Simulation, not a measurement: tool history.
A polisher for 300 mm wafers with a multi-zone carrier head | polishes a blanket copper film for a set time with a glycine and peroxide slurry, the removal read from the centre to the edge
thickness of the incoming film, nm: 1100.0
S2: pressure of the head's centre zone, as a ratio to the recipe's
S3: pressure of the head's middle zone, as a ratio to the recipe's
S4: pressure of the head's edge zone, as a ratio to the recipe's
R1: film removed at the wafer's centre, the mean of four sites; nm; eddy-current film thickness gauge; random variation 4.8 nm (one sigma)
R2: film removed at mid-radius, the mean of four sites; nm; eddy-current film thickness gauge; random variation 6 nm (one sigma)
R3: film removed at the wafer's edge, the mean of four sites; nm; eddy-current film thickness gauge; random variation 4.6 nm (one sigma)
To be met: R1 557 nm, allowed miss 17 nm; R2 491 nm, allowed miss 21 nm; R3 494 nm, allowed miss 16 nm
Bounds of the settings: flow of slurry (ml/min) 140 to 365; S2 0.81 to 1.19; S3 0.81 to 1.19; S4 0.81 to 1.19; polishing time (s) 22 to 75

Run 1, hour 0: flow of slurry (ml/min) 235, S2 1, S3 1, S4 1, polishing time (s) 48. Result: R1 402.53 nm, R2 391 nm, R3 396.65 nm.
Run 2, hour 5.7: flow of slurry (ml/min) 210, S2 1, S3 1, S4 1, polishing time (s) 48. Result: R1 395.6 nm, R2 393.62 nm, R3 391.26 nm.
Run 3, hour 10: flow of slurry (ml/min) 210, S2 1.08, S3 1, S4 1, polishing time (s) 48. Result: R1 427.38 nm, R2 389.06 nm, R3 385.41 nm.
Run 4, hour 16.8: flow of slurry (ml/min) 220, S2 1.09, S3 1.01, S4 1.03, polishing time (s) 49. Result: R1 445.45 nm, R2 398.86 nm, R3 404.56 nm.
Run 5, hour 22.1: flow of slurry (ml/min) 220, S2 1.09, S3 1.01, S4 0.99, polishing time (s) 49. Result: R1 445.78 nm, R2 400.04 nm, R3 410.69 nm.
Run 6, hour 28.4: flow of slurry (ml/min) 225, S2 1.11, S3 1.04, S4 0.99, polishing time (s) 50. Result: R1 459.56 nm, R2 410.38 nm, R3 408.99 nm.
Run 7, hour 32: flow of slurry (ml/min) 255, S2 1.15, S3 1.08, S4 1.09, polishing time (s) 59. Result: R1 579.53 nm, R2 504.81 nm, R3 524.37 nm.
Run 8, hour 35.2: flow of slurry (ml/min) 250, S2 1.15, S3 1.08, S4 1.08, polishing time (s) 59. Result: R1 575.75 nm, R2 526.06 nm, R3 514.95 nm.

Which of these 4 next moves meets every target?
Run A, hour 38.4: flow of slurry (ml/min) 215, S2 1.02, S3 0.87, S4 1.03, polishing time (s) 66. Result: R1 ?, R2 ?, R3 ?.
Run B, hour 38.4: flow of slurry (ml/min) 205, S2 1.13, S3 1.16, S4 1.11, polishing time (s) 62. Result: R1 ?, R2 ?, R3 ?.
Run C, hour 38.4: flow of slurry (ml/min) 320, S2 1.13, S3 0.99, S4 1.06, polishing time (s) 61. Result: R1 ?, R2 ?, R3 ?.
Run D, hour 38.4: flow of slurry (ml/min) 265, S2 1.18, S3 1.09, S4 1.14, polishing time (s) 55. Result: R1 ?, R2 ?, R3 ?.

move      R1      R2      R3
   A  549.65  484.36   554.2
   B  569.74  540.91  536.63
   C  588.93  503.39  534.79
   D  544.38  473.78  493.18
A: brings the result that was furthest off to its target, and leaves another outside
B: further off than the last run
C: brings the result that was furthest off to its target, and leaves another outside
D: meets every target
The right move is D.

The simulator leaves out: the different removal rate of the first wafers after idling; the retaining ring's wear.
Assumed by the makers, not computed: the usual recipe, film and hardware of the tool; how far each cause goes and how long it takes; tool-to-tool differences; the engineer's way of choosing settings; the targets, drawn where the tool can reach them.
